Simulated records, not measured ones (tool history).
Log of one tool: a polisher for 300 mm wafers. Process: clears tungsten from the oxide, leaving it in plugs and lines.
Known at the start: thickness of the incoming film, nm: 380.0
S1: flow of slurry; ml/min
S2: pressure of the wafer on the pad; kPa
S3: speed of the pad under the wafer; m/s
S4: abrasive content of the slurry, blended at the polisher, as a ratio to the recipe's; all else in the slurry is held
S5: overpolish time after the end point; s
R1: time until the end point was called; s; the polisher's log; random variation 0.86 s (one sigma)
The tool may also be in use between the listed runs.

{"run": 1, "hour": 0.0, "S1": 220, "S2": 31.7, "S3": 1.12, "S4": 1.0, "S5": 5, "R1": 70.816}
{"run": 2, "hour": 5.3, "S1": 220, "S2": 31.7, "S3": 1.12, "S4": 1.0, "S5": 4, "R1": 69.552}
{"run": 3, "hour": 10.1, "S1": 220, "S2": 32.4, "S3": 1.12, "S4": 1.0, "S5": 4, "R1": 70.413}
{"run": 4, "hour": 17.0, "S1": 220, "S2": 32.4, "S3": 1.22, "S4": 1.0, "S5": 4, "R1": 67.633}
{"run": 5, "hour": 22.1, "S1": 220, "S2": 33.1, "S3": 1.22, "S4": 1.0, "S5": 4, "R1": 63.987}
{"run": 6, "hour": 25.7, "S1": 220, "S2": 33.1, "S3": 1.22, "S4": 1.0, "S5": 4, "R1": 63.299}
{"run": 7, "hour": 27.9, "S1": 220, "S2": 33.8, "S3": 1.22, "S4": 1.0, "S5": 4, "R1": 64.683}

Run 8 comes next. What will it give?
{"run": 8, "hour": 28.6, "S1": 220, "S2": 34.5, "S3": 1.22, "S4": 1.0, "S5": 4, "R1": "?"}

R1: 61.011 s
